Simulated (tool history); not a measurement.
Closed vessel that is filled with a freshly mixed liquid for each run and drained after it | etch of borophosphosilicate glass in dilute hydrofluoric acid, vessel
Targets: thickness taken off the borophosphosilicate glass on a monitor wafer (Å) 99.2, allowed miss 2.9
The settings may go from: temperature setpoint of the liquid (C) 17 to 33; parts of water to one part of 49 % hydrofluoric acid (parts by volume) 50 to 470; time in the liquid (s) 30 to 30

| run | hour | temperature setpoint of the liquid (C) | parts of water to one part of 49 % hydrofluoric acid (parts by volume) | time in the liquid (s) | thickness taken off the borophosphosilicate glass on a monitor wafer (Å) |
|---|---|---|---|---|---|
| 1 | 0 | 25 | 260 | 30 | 48.24 |
| 2 | 3.9 | 25 | 205 | 30 | 64.604 |
| 3 | 12.8 | 27.5 | 195 | 30 | 75.189 |
| 4 | 19.2 | 29 | 190 | 30 | 81.163 |
| 5 | 24.8 | 30 | 185 | 30 | 89.115 |
| 6 | 28.1 | 30 | 130 | 30 | 133.72 |
| 7 | 30.2 | 26 | 135 | 30 | 110.74 |
| 8 | 31.6 | 25 | 135 | 30 | 105.88 |
| 9 | 33.5 | 24.5 | 135 | 30 | 103.81 |

Which of these 5 next moves meets every target?
| A | 35.4 | 26.5 | 150 | 30 | ? |
| B | 35.4 | 24.5 | 130 | 30 | ? |
| C | 35.4 | 24 | 145 | 30 | ? |
| D | 35.4 | 21.5 | 120 | 30 | ? |
| E | 35.4 | 29 | 170 | 30 | ? |

| move | thickness taken off the borophosphosilicate glass on a monitor wafer (Å) |
|---|---|
| A | 98.234 |
| B | 107.31 |
| C | 92.852 |
| D | 104.31 |
| E | 92.957 |
A: meets every target
B: further off than the last run
C: takes the result that was furthest off past its target
D: further off than the last run
E: takes the result that was furthest off past its target
Move A is the one to make.
